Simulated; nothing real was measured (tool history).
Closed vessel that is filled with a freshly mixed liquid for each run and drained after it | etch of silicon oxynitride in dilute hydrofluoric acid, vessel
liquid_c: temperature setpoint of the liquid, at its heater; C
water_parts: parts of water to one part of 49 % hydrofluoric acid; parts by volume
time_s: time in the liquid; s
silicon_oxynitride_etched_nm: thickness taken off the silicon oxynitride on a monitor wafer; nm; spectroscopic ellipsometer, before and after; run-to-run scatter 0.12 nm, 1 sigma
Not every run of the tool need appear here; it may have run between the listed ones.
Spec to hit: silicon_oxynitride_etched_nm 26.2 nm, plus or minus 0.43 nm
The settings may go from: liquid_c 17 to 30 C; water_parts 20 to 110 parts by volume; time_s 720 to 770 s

{"run": 1, "hour": 0.0, "liquid_c": 22, "water_parts": 60, "time_s": 720, "silicon_oxynitride_etched_nm": 40.836}
{"run": 2, "hour": 2.4, "liquid_c": 21.5, "water_parts": 60, "time_s": 720, "silicon_oxynitride_etched_nm": 39.926}
{"run": 3, "hour": 4.1, "liquid_c": 21, "water_parts": 60, "time_s": 720, "silicon_oxynitride_etched_nm": 38.425}
{"run": 4, "hour": 11.5, "liquid_c": 20.5, "water_parts": 60, "time_s": 720, "silicon_oxynitride_etched_nm": 37.815}
{"run": 5, "hour": 12.8, "liquid_c": 20, "water_parts": 60, "time_s": 720, "silicon_oxynitride_etched_nm": 37.084}
{"run": 6, "hour": 20.4, "liquid_c": 19.5, "water_parts": 60, "time_s": 720, "silicon_oxynitride_etched_nm": 36.001}
{"run": 7, "hour": 22.7, "liquid_c": 19, "water_parts": 60, "time_s": 720, "silicon_oxynitride_etched_nm": 35.065}
{"run": 8, "hour": 29.5, "liquid_c": 18.5, "water_parts": 60, "time_s": 720, "silicon_oxynitride_etched_nm": 34.514}
{"run": 9, "hour": 37.8, "liquid_c": 17.5, "water_parts": 65, "time_s": 720, "silicon_oxynitride_etched_nm": 29.907}
{"run": 10, "hour": 43.9, "liquid_c": 17, "water_parts": 70, "time_s": 720, "silicon_oxynitride_etched_nm": 27.149}
{"run": 11, "hour": 47.2, "liquid_c": 17, "water_parts": 75, "time_s": 720, "silicon_oxynitride_etched_nm": 25.266}

Below are 5 possible settings for the next run. Only one of them brings all results inside the allowed miss of their targets. Which is it?
{"run": "A", "hour": 50.5, "liquid_c": 17, "water_parts": 80, "time_s": 765, "silicon_oxynitride_etched_nm": "?"}
{"run": "B", "hour": 50.5, "liquid_c": 17, "water_parts": 75, "time_s": 755, "silicon_oxynitride_etched_nm": "?"}
{"run": "C", "hour": 50.5, "liquid_c": 17, "water_parts": 80, "time_s": 760, "silicon_oxynitride_etched_nm": "?"}
{"run": "D", "hour": 50.5, "liquid_c": 17, "water_parts": 80, "time_s": 770, "silicon_oxynitride_etched_nm": "?"}
{"run": "E", "hour": 50.5, "liquid_c": 17, "water_parts": 80, "time_s": 745, "silicon_oxynitride_etched_nm": "?"}

move=A silicon_oxynitride_etched_nm=25.003
move=B silicon_oxynitride_etched_nm=26.407
move=C silicon_oxynitride_etched_nm=24.84
move=D silicon_oxynitride_etched_nm=25.167
move=E silicon_oxynitride_etched_nm=24.349
A: its largest miss is bigger than the last run's
B: all results in spec
C: its largest miss is bigger than the last run's
D: its largest miss is bigger than the last run's
E: its largest miss is bigger than the last run's
The right move is B.
